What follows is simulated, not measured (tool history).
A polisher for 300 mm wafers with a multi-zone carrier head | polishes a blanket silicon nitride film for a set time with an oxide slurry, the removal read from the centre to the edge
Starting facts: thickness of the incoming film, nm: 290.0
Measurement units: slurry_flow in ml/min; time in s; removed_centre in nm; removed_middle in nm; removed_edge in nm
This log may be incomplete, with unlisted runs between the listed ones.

| run | day | slurry_flow | centre_zone | middle_zone | edge_zone | slurry_solids | time | removed_centre | removed_middle | removed_edge |
|---|---|---|---|---|---|---|---|---|---|---|
| 1 | 0.000 | 235 | 1.00 | 1.00 | 1.00 | 1.00 | 68 | 57.402 | 58.007 | 59.402 |
| 2 | 0.292 | 235 | 1.00 | 1.05 | 1.00 | 1.00 | 68 | 57.927 | 59.445 | 59.424 |
| 3 | 0.638 | 235 | 1.00 | 1.00 | 1.00 | 1.00 | 68 | 56.365 | 56.305 | 58.861 |
| 4 | 0.875 | 230 | 1.03 | 0.97 | 0.95 | 0.95 | 68 | 58.356 | 54.738 | 56.588 |
| 5 | 1.100 | 230 | 1.03 | 0.97 | 1.00 | 0.95 | 68 | 56.970 | 53.591 | 57.711 |
| 6 | 1.417 | 230 | 0.97 | 0.97 | 1.00 | 0.95 | 68 | 54.633 | 54.095 | 57.804 |
| 7 | 1.438 | 225 | 0.99 | 0.94 | 0.96 | 0.90 | 68 | 54.434 | 51.460 | 55.558 |
| 8 | 1.650 | 220 | 1.01 | 0.92 | 0.92 | 0.85 | 68 | 52.787 | 49.309 | 52.367 |
| 9 | 1.975 | 210 | 1.03 | 0.90 | 0.90 | 0.85 | 68 | 53.209 | 47.184 | 51.849 |
|  | 2.283 | slurry nozzle cleaned |
| 10 | 2.283 | 200 | 1.09 | 0.92 | 0.81 | 0.80 | 68 | 59.311 | 51.632 | 50.818 |

Estimate the outcome of run 11 from the log above:
| 11 | 2.650 | 195 | 1.08 | 0.90 | 0.81 | 0.80 | 68 | ? | ? | ? |

removed_centre: 59.881 nm
removed_middle: 49.244 nm
removed_edge: 51.063 nm

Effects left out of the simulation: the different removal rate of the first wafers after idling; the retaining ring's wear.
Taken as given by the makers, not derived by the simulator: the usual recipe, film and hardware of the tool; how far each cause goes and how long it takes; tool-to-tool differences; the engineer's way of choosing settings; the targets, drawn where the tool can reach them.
